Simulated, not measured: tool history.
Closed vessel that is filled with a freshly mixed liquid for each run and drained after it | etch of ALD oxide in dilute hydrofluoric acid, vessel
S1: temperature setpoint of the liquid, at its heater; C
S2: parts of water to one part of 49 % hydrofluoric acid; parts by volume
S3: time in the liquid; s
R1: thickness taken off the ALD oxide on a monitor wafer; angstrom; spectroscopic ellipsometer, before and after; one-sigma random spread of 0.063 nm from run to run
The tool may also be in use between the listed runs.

run	day	S1	S2	S3	R1
1	0	25	190	30	32.47
2	0.3	26	180	30	35.06
3	0.338	27	165	30	41.381
4	0.588	28	160	30	43.9
5	0.938	28.5	155	30	46.787
6	1.162	28.5	155	30	46.673
7	1.392	29	150	30	49.222

For run 8, what comes out?
8	1.429	33	120	30	?

Logged for run 8: R1 73.236 angstrom.
